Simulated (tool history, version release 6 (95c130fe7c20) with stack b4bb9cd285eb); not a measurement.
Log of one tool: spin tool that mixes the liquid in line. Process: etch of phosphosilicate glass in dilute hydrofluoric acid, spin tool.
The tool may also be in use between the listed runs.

| run | hour | temperature setpoint of the liquid (°C) | parts of water to one part of 49 % hydrofluoric acid (parts by volume) | time under the liquid (s) | thickness taken off the phosphosilicate glass on a monitor wafer (Å) |
|---|---|---|---|---|---|
| 1 | 0.0 | 23.0 | 295 | 280 | 620.09 |
| 2 | 8.0 | 20.0 | 295 | 280 | 554.68 |
| 3 | 9.8 | 23.0 | 295 | 280 | 622.06 |
| 4 | 16.1 | 23.0 | 365 | 280 | 470.70 |
| 5 | 21.4 | 23.5 | 365 | 280 | 475.52 |
| 6 | 26.2 | 24.0 | 365 | 280 | 487.85 |
| 7 | 29.5 | 24.5 | 365 | 280 | 491.81 |

Forecast run 8:
| 8 | 33.9 | 25.0 | 365 | 280 | ? |

Run 8 gave thickness taken off the phosphosilicate glass on a monitor wafer (Å) 497.62.
